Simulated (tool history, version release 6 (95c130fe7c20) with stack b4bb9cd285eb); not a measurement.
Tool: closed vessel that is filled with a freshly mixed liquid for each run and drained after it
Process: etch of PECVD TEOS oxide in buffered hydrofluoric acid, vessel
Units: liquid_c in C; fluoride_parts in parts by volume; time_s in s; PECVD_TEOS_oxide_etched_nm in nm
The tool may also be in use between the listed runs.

run  hour  liquid_c  fluoride_parts  time_s  PECVD_TEOS_oxide_etched_nm
  1     0        23            19.5      30                      31.623
  2   4.1        23            22.5      30                      28.433
  3   9.8      23.5            22.5      30                      29.664
  4  12.7        24            22.5      30                      30.326
  5  14.9      24.5            22.5      30                      30.815
  6  23.6        25            22.5      30                      31.434
  7  26.8      25.5            22.5      30                       32.79

Run 8 is up next; what results do you expect?
     30.8  -- thermometer replaced
  8  30.8        27            22.5      30                           ?

{"run 8": {"PECVD_TEOS_oxide_etched_nm": 33.195}}

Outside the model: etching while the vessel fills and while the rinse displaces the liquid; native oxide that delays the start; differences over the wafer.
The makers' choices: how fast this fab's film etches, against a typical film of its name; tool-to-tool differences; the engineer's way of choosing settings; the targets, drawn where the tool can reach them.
